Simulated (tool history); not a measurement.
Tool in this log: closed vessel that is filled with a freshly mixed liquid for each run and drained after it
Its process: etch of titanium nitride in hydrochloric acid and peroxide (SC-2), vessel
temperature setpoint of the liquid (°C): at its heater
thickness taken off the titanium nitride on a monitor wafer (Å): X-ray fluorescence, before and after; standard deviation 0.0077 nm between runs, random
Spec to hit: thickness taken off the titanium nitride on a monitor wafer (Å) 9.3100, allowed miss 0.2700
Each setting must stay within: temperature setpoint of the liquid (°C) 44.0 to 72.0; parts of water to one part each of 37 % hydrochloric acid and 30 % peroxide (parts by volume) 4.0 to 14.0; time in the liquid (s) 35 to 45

| run | hour | temperature setpoint of the liquid (°C) | parts of water to one part each of 37 % hydrochloric acid and 30 % peroxide (parts by volume) | time in the liquid (s) | thickness taken off the titanium nitride on a monitor wafer (Å) |
|---|---|---|---|---|---|
| 1 | 0.0 | 60.0 | 7.5 | 45 | 26.2290 |
| 2 | 2.2 | 56.5 | 7.5 | 45 | 20.4630 |
| 3 | 5.0 | 56.5 | 7.5 | 35 | 15.9260 |
| 4 | 6.5 | 56.5 | 7.5 | 35 | 16.0140 |
| 5 | 14.2 | 56.5 | 4.5 | 35 | 23.8820 |
| 6 | 23.3 | 56.5 | 4.0 | 35 | 25.2280 |
| 7 | 26.9 | 48.5 | 6.5 | 35 | 10.5450 |
| 8 | 31.3 | 48.0 | 6.5 | 35 | 10.3980 |
| 9 | 40.5 | 48.0 | 6.5 | 35 | 10.3110 |
| 10 | 48.3 | 47.5 | 6.5 | 35 | 10.0320 |
| 11 | 51.4 | 47.0 | 6.5 | 35 | 9.7362 |

Of the 4 settings listed for the next run, only one would bring every result within its allowed miss of target. Which one?
| A | 54.5 | 48.0 | 7.5 | 35 | ? |
| B | 54.5 | 48.5 | 8.5 | 35 | ? |
| C | 54.5 | 47.0 | 7.5 | 35 | ? |
| D | 54.5 | 45.0 | 6.0 | 35 | ? |

| move | thickness taken off the titanium nitride on a monitor wafer (Å) |
|---|---|
| A | 9.1414 |
| B | 8.5692 |
| C | 8.5428 |
| D | 8.8175 |
A: all results land within tolerance of their targets
B: takes the biggest miss from the last run beyond its target
C: takes the biggest miss from the last run beyond its target
D: takes the biggest miss from the last run beyond its target
Go with A: it meets all targets.
